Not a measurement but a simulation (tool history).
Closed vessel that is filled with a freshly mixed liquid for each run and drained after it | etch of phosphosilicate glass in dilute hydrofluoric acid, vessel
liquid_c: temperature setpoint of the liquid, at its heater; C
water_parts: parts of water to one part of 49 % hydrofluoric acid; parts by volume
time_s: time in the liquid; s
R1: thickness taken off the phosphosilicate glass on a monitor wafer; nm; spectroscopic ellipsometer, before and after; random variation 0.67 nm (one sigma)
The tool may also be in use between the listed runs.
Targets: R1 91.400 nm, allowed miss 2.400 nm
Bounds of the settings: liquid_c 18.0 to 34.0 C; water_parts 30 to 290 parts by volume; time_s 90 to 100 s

Run 1, hour 0.0: liquid_c 26.0 C, water_parts 160 parts by volume, time_s 90 s. Result: R1 49.676 nm.
Run 2, hour 1.6: liquid_c 26.0 C, water_parts 140 parts by volume, time_s 90 s. Result: R1 58.473 nm.
Run 3, hour 2.3: liquid_c 27.0 C, water_parts 140 parts by volume, time_s 90 s. Result: R1 60.647 nm.
Run 4, hour 8.5: liquid_c 27.0 C, water_parts 140 parts by volume, time_s 100 s. Result: R1 67.375 nm.
Run 5, hour 11.3: liquid_c 27.5 C, water_parts 140 parts by volume, time_s 100 s. Result: R1 69.217 nm.
Run 6, hour 16.3: liquid_c 28.0 C, water_parts 140 parts by volume, time_s 100 s. Result: R1 70.276 nm.
Run 7, hour 21.6: liquid_c 28.5 C, water_parts 140 parts by volume, time_s 100 s. Result: R1 72.104 nm.
Run 8, hour 27.2: liquid_c 32.5 C, water_parts 135 parts by volume, time_s 100 s. Result: R1 86.407 nm.

5 next moves are on the table. One of them brings every result within its allowed miss. Which?
Run A, hour 32.8: liquid_c 29.5 C, water_parts 120 parts by volume, time_s 90 s. Result: R1 ?.
Run B, hour 32.8: liquid_c 34.0 C, water_parts 135 parts by volume, time_s 100 s. Result: R1 ?.
Run C, hour 32.8: liquid_c 31.5 C, water_parts 130 parts by volume, time_s 90 s. Result: R1 ?.
Run D, hour 32.8: liquid_c 34.0 C, water_parts 145 parts by volume, time_s 100 s. Result: R1 ?.
Run E, hour 32.8: liquid_c 32.5 C, water_parts 130 parts by volume, time_s 90 s. Result: R1 ?.

move      R1
   A  79.430
   B  90.313
   C  77.798
   D  82.872
   E  80.636
A: further off than the last run
B: meets every target
C: further off than the last run
D: further off than the last run
E: further off than the last run
Answer: B
